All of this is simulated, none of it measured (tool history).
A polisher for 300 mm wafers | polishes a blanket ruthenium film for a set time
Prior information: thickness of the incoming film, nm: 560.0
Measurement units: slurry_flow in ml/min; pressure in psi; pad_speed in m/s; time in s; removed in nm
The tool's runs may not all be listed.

run,hour,slurry_flow,pressure,pad_speed,time,removed
1,0.0,225,2.6,0.84,46,51.262
2,4.8,225,2.9,0.84,46,59.297
3,7.7,225,3.1,0.84,46,60.920
4,15.2,225,2.8,0.84,46,54.685
5,19.6,225,2.5,0.84,46,50.584
6,21.4,225,2.5,0.84,40,43.739
7,24.0,225,2.8,0.86,40,49.867
8,29.4,225,3.0,0.90,40,54.724
9,37.1,225,3.2,0.94,40,61.847

The next listed run, before its measurement:
10,39.6,230,3.9,1.00,40,?

{"run 10": {"removed": 78.312}}
